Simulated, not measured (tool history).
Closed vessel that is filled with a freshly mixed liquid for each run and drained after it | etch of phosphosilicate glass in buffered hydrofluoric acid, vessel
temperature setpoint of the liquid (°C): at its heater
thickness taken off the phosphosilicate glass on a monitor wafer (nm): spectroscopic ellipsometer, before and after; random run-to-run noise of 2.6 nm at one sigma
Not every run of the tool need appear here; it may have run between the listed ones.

run	hour	temperature setpoint of the liquid (°C)	parts of 40 % ammonium fluoride to one part of 49 % hydrofluoric acid (parts by volume)	time in the liquid (s)	thickness taken off the phosphosilicate glass on a monitor wafer (nm)
1	0	23	18	95	241.94
2	5.1	23	20	95	218.52
3	11.3	25.5	20	95	251.33
4	14.7	25.5	25	95	215.95
5	19.6	25.5	25	100	226.71
6	26.5	25.5	25	100	226.15
7	32.9	25.5	25	100	225.46
8	38.7	26.5	25	100	238.89
9	45	27	25	100	248.52
10	46.4	27.5	25	100	258.21

Estimate the outcome of run 11 from the log above:
11	51.3	28	25	100	?

{"run 11": {"thickness taken off the phosphosilicate glass on a monitor wafer (nm)": 260.15}}
